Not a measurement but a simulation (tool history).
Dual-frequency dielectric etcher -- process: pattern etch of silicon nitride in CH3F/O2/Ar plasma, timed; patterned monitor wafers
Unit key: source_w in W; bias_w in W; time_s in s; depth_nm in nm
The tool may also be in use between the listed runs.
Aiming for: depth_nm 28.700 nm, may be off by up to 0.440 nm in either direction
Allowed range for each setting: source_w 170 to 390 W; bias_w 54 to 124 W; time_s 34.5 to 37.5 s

run    day  source_w  bias_w  time_s  depth_nm
  1  0.000       280      89    37.5    25.297
  2  0.208       290      89    37.5    25.368
  3  0.396       290      94    37.5    26.195
  4  0.721       300      94    37.5    26.279
  5  0.821       300      94    34.5    24.157
  6  1.188       310      98    34.5    24.720
  7  1.521       320     101    34.5    25.440
  8  1.646       330     103    34.5    25.813
  9  1.788       340     105    34.5    26.209
 10  1.862       340     107    34.5    26.518
 11  2.229       340     108    34.5    26.612
 12  2.371       340     109    34.5    26.706
 13  2.538       340     110    34.5    26.952
 14  2.725       340     111    34.5    27.118
 15  2.979       340     112    34.5    27.055
 16  3.075       340     113    34.5    27.241
 17  3.162       380     115    34.5    28.240

Which one of the following 5 next-run settings gets every result inside its allowed miss? There is exactly one.
  A  3.250       390     109    35.0         ?
  B  3.250       390     105    36.5         ?
  C  3.250       370     113    34.5         ?
  D  3.250       380     113    34.5         ?
  E  3.250       300     117    35.0         ?

move  depth_nm
   A    27.793
   B    28.445
   C    27.580
   D    27.737
   E    27.289
A: moves away from the targets compared with the last run
B: all results in spec
C: moves away from the targets compared with the last run
D: moves away from the targets compared with the last run
E: moves away from the targets compared with the last run
B meets every target.
